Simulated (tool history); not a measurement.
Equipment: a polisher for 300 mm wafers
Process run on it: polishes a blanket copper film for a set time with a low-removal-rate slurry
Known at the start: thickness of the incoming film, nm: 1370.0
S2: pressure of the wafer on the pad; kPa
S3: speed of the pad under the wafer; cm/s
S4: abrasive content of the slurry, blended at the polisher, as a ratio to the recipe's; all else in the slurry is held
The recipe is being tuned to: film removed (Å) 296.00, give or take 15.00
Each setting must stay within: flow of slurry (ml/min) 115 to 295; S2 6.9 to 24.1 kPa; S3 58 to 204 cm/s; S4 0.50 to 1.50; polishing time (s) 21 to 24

run 1 hour=0.0 | flow_of_slurry_(ml/min)=190 S2=15.2 S3=130 S4=1.00 polishing_time_(s)=24 | film_removed_(Å)=600.96
run 2 hour=3.9 | flow_of_slurry_(ml/min)=190 S2=15.2 S3=152 S4=1.00 polishing_time_(s)=24 | film_removed_(Å)=691.82
run 3 hour=10.4 | flow_of_slurry_(ml/min)=190 S2=15.2 S3=152 S4=1.00 polishing_time_(s)=24 | film_removed_(Å)=708.26
run 4 hour=11.5 | flow_of_slurry_(ml/min)=190 S2=15.2 S3=152 S4=1.00 polishing_time_(s)=21 | film_removed_(Å)=609.21
run 5 hour=20.0 | flow_of_slurry_(ml/min)=190 S2=15.2 S3=124 S4=1.00 polishing_time_(s)=21 | film_removed_(Å)=498.47
run 6 hour=24.8 | flow_of_slurry_(ml/min)=190 S2=13.8 S3=124 S4=1.00 polishing_time_(s)=21 | film_removed_(Å)=462.43
run 7 hour=28.5 | flow_of_slurry_(ml/min)=190 S2=13.1 S3=124 S4=1.00 polishing_time_(s)=21 | film_removed_(Å)=440.98
run 8 hour=35.1 | flow_of_slurry_(ml/min)=190 S2=12.4 S3=124 S4=1.00 polishing_time_(s)=21 | film_removed_(Å)=407.06
run 9 hour=35.6 | flow_of_slurry_(ml/min)=190 S2=11.7 S3=124 S4=1.00 polishing_time_(s)=21 | film_removed_(Å)=396.97
run 10 hour=36.4 | flow_of_slurry_(ml/min)=190 S2=11.0 S3=124 S4=1.00 polishing_time_(s)=21 | film_removed_(Å)=382.33
run 11 hour=40.7 | flow_of_slurry_(ml/min)=190 S2=10.3 S3=124 S4=1.00 polishing_time_(s)=21 | film_removed_(Å)=356.58
run 12 hour=44.0 | flow_of_slurry_(ml/min)=190 S2=7.6 S3=122 S4=1.00 polishing_time_(s)=21 | film_removed_(Å)=262.17

Exactly one of the 5 candidate moves below puts every result within its allowed miss. Which one?
run A hour=47.3 | flow_of_slurry_(ml/min)=200 S2=7.6 S3=108 S4=1.00 polishing_time_(s)=21 | film_removed_(Å)=?
run B hour=47.3 | flow_of_slurry_(ml/min)=205 S2=6.9 S3=106 S4=1.10 polishing_time_(s)=21 | film_removed_(Å)=?
run C hour=47.3 | flow_of_slurry_(ml/min)=140 S2=8.3 S3=112 S4=1.10 polishing_time_(s)=21 | film_removed_(Å)=?
run D hour=47.3 | flow_of_slurry_(ml/min)=195 S2=8.3 S3=126 S4=0.90 polishing_time_(s)=22 | film_removed_(Å)=?
run E hour=47.3 | flow_of_slurry_(ml/min)=185 S2=6.9 S3=120 S4=0.95 polishing_time_(s)=21 | film_removed_(Å)=?

move=A film_removed_(Å)=238.44
move=B film_removed_(Å)=220.15
move=C film_removed_(Å)=257.45
move=D film_removed_(Å)=303.45
move=E film_removed_(Å)=235.86
A: the biggest miss grows against the last run
B: the biggest miss grows against the last run
C: the biggest miss grows against the last run
D: all results in spec
E: the biggest miss grows against the last run
The move that meets every target is D.
